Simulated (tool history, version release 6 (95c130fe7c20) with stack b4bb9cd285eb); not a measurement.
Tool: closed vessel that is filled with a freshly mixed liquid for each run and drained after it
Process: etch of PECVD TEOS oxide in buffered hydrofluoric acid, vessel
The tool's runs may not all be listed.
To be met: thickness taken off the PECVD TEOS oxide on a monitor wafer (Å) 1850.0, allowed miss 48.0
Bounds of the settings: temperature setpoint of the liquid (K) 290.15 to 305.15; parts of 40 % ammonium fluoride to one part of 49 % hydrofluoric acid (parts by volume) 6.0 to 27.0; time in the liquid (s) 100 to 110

run  hour  temperature setpoint of the liquid (K)  parts of 40 % ammonium fluoride to one part of 49 % hydrofluoric acid (parts by volume)  time in the liquid (s)  thickness taken off the PECVD TEOS oxide on a monitor wafer (Å)
  1   0.0                                  298.15                                                                                     16.5                     100                                                           1068.7
  2   2.2                                  298.15                                                                                     14.0                     100                                                           1234.5
  3  10.8                                  298.15                                                                                     14.0                     110                                                           1383.3
  4  19.2                                  295.65                                                                                     14.0                     110                                                           1189.0
  5  23.8                                  297.65                                                                                     14.0                     110                                                           1331.4
  6  32.6                                  299.15                                                                                     14.0                     110                                                           1448.5
  7  38.7                                  300.65                                                                                     14.0                     110                                                           1586.5
  8  41.8                                  301.65                                                                                     14.0                     110                                                           1640.0
  9  46.1                                  302.15                                                                                     14.0                     110                                                           1699.4

Which of these 4 next moves meets every target?
  A  50.4                                  303.15                                                                                     13.5                     100                                                                ?
  B  50.4                                  305.15                                                                                     14.5                     105                                                                ?
  C  50.4                                  299.65                                                                                     10.5                     110                                                                ?
  D  50.4                                  303.65                                                                                     13.0                     110                                                                ?

move  thickness taken off the PECVD TEOS oxide on a monitor wafer (Å)
   A                                                           1659.9
   B                                                           1804.2
   C                                                           1937.8
   D                                                           1944.9
A: further off than the last run
B: meets every target
C: takes the result that was furthest off past its target
D: takes the result that was furthest off past its target
Move B is the one to make.
